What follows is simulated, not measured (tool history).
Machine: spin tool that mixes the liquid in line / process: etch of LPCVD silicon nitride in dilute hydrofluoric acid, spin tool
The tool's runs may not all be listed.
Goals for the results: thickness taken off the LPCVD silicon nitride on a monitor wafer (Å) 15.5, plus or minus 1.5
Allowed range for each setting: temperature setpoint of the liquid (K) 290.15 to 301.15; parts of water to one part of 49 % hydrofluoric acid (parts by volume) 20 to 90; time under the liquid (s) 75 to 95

run	hour	temperature setpoint of the liquid (K)	parts of water to one part of 49 % hydrofluoric acid (parts by volume)	time under the liquid (s)	thickness taken off the LPCVD silicon nitride on a monitor wafer (Å)
1	0	293.15	50	95	6.9701
2	7.1	291.65	50	95	6.3873
3	12.7	295.15	50	95	8.3224
4	13.9	297.65	50	95	9.9705
5	15.1	298.15	50	95	9.9296
6	17.8	298.15	60	95	7.8521
7	23.6	298.65	55	95	9.2843
8	26.8	301.15	35	95	17.777

Which single option among these 4 for the next run brings every result within its allowed miss of target? Just one does.
A	30	301.15	25	75	?
B	30	301.15	25	80	?
C	30	299.65	30	80	?
D	30	300.65	25	85	?

move	thickness taken off the LPCVD silicon nitride on a monitor wafer (Å)
A	18.542
B	19.778
C	15.003
D	20.326
A: misses by more than the last run did
B: misses by more than the last run did
C: in spec on every target
D: misses by more than the last run did
C meets every target.
